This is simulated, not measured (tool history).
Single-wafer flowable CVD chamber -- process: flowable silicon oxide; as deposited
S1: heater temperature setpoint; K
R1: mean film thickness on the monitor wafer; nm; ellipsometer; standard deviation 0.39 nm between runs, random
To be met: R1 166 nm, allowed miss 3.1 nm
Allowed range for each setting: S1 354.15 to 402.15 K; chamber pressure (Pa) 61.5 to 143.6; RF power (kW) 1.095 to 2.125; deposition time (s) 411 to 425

run 1 hour=0 | S1=378.15 chamber_pressure_(Pa)=102.5 RF_power_(kW)=1.61 deposition_time_(s)=411 | R1=188.13
run 2 hour=6.2 | S1=379.15 chamber_pressure_(Pa)=102.5 RF_power_(kW)=1.61 deposition_time_(s)=411 | R1=182.05
run 3 hour=7.5 | S1=369.15 chamber_pressure_(Pa)=102.5 RF_power_(kW)=1.61 deposition_time_(s)=411 | R1=258.94
run 4 hour=11.1 | S1=379.15 chamber_pressure_(Pa)=102.5 RF_power_(kW)=1.61 deposition_time_(s)=411 | R1=181.59
run 5 hour=19.7 | S1=386.15 chamber_pressure_(Pa)=102.5 RF_power_(kW)=1.61 deposition_time_(s)=411 | R1=143.48
run 6 hour=27.1 | S1=390.15 chamber_pressure_(Pa)=102.5 RF_power_(kW)=1.61 deposition_time_(s)=411 | R1=125.54
run 7 hour=34.1 | S1=388.15 chamber_pressure_(Pa)=102.5 RF_power_(kW)=1.61 deposition_time_(s)=411 | R1=134.84
run 8 hour=35.3 | S1=387.15 chamber_pressure_(Pa)=102.5 RF_power_(kW)=1.61 deposition_time_(s)=411 | R1=139.49
run 9 hour=41.1 | S1=386.15 chamber_pressure_(Pa)=102.5 RF_power_(kW)=1.61 deposition_time_(s)=411 | R1=143.1

Which of these 4 next moves meets every target?
run A hour=46.9 | S1=383.15 chamber_pressure_(Pa)=101.5 RF_power_(kW)=1.47 deposition_time_(s)=423 | R1=?
run B hour=46.9 | S1=382.15 chamber_pressure_(Pa)=102.7 RF_power_(kW)=1.52 deposition_time_(s)=425 | R1=?
run C hour=46.9 | S1=379.15 chamber_pressure_(Pa)=81.2 RF_power_(kW)=1.89 deposition_time_(s)=417 | R1=?
run D hour=46.9 | S1=385.15 chamber_pressure_(Pa)=113.9 RF_power_(kW)=1.48 deposition_time_(s)=419 | R1=?

move=A R1=155.95
move=B R1=166.15
move=C R1=161.13
move=D R1=159.42
A: moves toward the targets from the last run without getting all of them in spec
B: hits every target within its allowed miss
C: moves toward the targets from the last run without getting all of them in spec
D: moves toward the targets from the last run without getting all of them in spec
Go with B: it meets all targets.
